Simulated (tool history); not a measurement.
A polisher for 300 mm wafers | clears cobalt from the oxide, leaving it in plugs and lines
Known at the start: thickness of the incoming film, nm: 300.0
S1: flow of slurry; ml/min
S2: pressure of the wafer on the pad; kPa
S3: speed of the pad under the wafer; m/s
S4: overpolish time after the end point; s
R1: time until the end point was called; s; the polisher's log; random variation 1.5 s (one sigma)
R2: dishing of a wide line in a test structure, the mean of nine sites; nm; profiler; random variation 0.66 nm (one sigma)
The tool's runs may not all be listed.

run 1 day=0.000 | S1=120 S2=9.7 S3=0.88 S4=21 | R1=87.760 R2=39.199
run 2 day=0.242 | S1=115 S2=9.0 S3=0.88 S4=22 | R1=95.233 R2=39.408
run 3 day=0.562 | S1=110 S2=8.3 S3=0.88 S4=22 | R1=104.330 R2=38.837
run 4 day=0.688 | S1=110 S2=8.3 S3=0.88 S4=30 | R1=103.700 R2=44.808
run 5 day=1.038 | S1=90 S2=8.3 S3=0.88 S4=30 | R1=108.490 R2=42.866
run 6 day=1.129 | S1=90 S2=10.3 S3=0.88 S4=30 | R1=86.366 R2=47.582
run 7 day=1.238 | S1=90 S2=9.7 S3=0.88 S4=30 | R1=92.389 R2=46.694

Forecast run 8:
run 8 day=1.271 | S1=90 S2=9.0 S3=0.88 S4=30 | R1=? R2=?

{"run 8": {"R1": 100.6, "R2": 45.724}}
